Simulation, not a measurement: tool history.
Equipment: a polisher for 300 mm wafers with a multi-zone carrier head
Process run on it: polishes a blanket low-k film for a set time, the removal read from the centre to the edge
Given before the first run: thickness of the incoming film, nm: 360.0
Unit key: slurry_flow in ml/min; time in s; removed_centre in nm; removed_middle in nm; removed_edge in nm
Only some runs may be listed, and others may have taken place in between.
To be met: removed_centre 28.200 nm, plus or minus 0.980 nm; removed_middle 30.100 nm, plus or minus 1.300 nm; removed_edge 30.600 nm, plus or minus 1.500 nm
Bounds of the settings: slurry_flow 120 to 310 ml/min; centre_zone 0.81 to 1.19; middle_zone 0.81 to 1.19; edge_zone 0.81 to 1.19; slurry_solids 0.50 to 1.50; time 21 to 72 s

run	hour	slurry_flow	centre_zone	middle_zone	edge_zone	slurry_solids	time	removed_centre	removed_middle	removed_edge
1	0.0	200	1.00	1.00	1.00	1.00	46	17.824	18.403	18.836
2	1.9	200	1.00	0.96	1.00	1.00	46	17.782	17.903	18.616
3	3.8	205	1.01	1.00	1.03	1.15	48	20.206	20.481	21.218
4	6.7	210	1.01	1.03	1.06	1.25	50	21.922	22.859	23.391
5	11.2	215	1.02	1.05	1.08	1.30	52	23.538	24.515	24.618
6	19.2	215	1.02	1.05	1.08	1.30	58	26.479	27.230	27.571
7	21.4	220	1.02	1.06	1.10	1.35	58	26.618	28.388	28.125
8	28.9	220	1.02	1.06	1.11	1.40	58	27.401	28.960	29.678

Which of these 4 next moves meets every target?
A	36.4	210	1.10	1.09	1.08	1.35	58	?	?	?
B	36.4	215	1.02	1.00	1.13	1.50	56	?	?	?
C	36.4	225	1.01	1.18	1.05	1.30	57	?	?	?
D	36.4	190	1.05	1.10	1.13	1.35	61	?	?	?

move	removed_centre	removed_middle	removed_edge
A	27.737	28.856	28.548
B	26.632	27.311	29.541
C	25.603	30.000	27.394
D	27.758	30.084	30.355
A: brings the result that was furthest off to its target, and leaves another outside
B: its largest miss is bigger than the last run's
C: brings the result that was furthest off to its target, and leaves another outside
D: all results land within tolerance of their targets
The right move is D.

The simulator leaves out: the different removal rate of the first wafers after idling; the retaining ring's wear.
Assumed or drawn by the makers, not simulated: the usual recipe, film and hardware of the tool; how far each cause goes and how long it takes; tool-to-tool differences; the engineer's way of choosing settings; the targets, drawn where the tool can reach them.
